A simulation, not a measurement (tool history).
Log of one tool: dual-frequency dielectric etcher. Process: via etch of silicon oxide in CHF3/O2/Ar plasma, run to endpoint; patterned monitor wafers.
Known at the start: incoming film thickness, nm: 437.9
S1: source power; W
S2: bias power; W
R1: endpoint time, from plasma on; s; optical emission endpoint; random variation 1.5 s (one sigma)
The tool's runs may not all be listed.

| run | hour | S1 | S2 | R1 |
|---|---|---|---|---|
| 1 | 0.0 | 900 | 234 | 160.42 |
| 2 | 5.6 | 850 | 228 | 163.98 |
| 3 | 6.6 | 850 | 195 | 173.03 |
| 4 | 8.3 | 830 | 192 | 177.06 |
| 5 | 13.5 | 820 | 191 | 175.07 |
| 6 | 18.4 | 820 | 210 | 168.48 |

Forecast run 7:
| 7 | 19.0 | 810 | 200 | ? |

Run 7 gave R1 174.31 s.
